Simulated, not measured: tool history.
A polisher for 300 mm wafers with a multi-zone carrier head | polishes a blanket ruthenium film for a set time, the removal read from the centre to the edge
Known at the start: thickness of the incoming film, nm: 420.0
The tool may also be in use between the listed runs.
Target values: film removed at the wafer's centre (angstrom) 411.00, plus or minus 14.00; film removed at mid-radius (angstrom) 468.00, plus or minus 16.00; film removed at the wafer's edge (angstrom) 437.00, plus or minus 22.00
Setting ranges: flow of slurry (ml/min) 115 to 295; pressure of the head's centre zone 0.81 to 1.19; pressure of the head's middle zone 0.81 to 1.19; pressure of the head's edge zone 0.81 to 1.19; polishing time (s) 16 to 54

run	hour	flow of slurry (ml/min)	pressure of the head's centre zone	pressure of the head's middle zone	pressure of the head's edge zone	polishing time (s)	film removed at the wafer's centre (angstrom)	film removed at mid-radius (angstrom)	film removed at the wafer's edge (angstrom)
1	0.0	190	1.00	1.00	1.00	35	451.75	471.35	474.69
2	4.9	190	1.00	1.00	1.00	43	567.96	583.89	565.48
3	13.5	190	0.94	1.00	1.00	43	524.42	572.67	582.96
4	15.2	185	0.94	1.01	0.96	41	503.32	556.74	521.47
5	21.3	185	0.94	1.09	0.96	41	500.44	595.37	526.81
6	23.5	175	0.92	1.05	0.93	40	470.20	549.43	499.75
7	24.4	175	0.92	1.05	0.93	40	473.38	542.16	507.74
8	33.0	175	0.91	1.05	0.91	39	461.35	536.34	508.39
9	39.2	165	0.92	1.05	0.91	38	442.19	527.11	465.58
10	40.3	160	0.92	1.02	0.91	38	439.63	502.13	466.81
11	45.2	150	0.92	1.01	0.91	38	442.19	485.13	455.47
12	48.2	145	0.91	1.01	0.91	38	428.38	490.69	473.93
13	56.6	140	0.91	1.01	0.90	38	419.28	483.46	461.26

Exercise: of the 4 proposed moves below, exactly one satisfies all targets within the stated allowed misses. Which move is it?
A	65.0	145	0.89	0.97	0.96	38	?	?	?
B	65.0	115	0.83	0.88	1.00	40	?	?	?
C	65.0	160	0.88	0.96	0.81	37	?	?	?
D	65.0	140	0.86	0.87	0.94	39	?	?	?

move	film removed at the wafer's centre (angstrom)	film removed at mid-radius (angstrom)	film removed at the wafer's edge (angstrom)
A	412.72	469.46	480.57
B	377.05	428.46	494.19
C	407.00	463.05	441.42
D	405.08	436.55	486.34
A: lands further from the targets than the last run did
B: lands further from the targets than the last run did
C: each result inside its tolerance
D: lands further from the targets than the last run did
The move that meets every target is C.

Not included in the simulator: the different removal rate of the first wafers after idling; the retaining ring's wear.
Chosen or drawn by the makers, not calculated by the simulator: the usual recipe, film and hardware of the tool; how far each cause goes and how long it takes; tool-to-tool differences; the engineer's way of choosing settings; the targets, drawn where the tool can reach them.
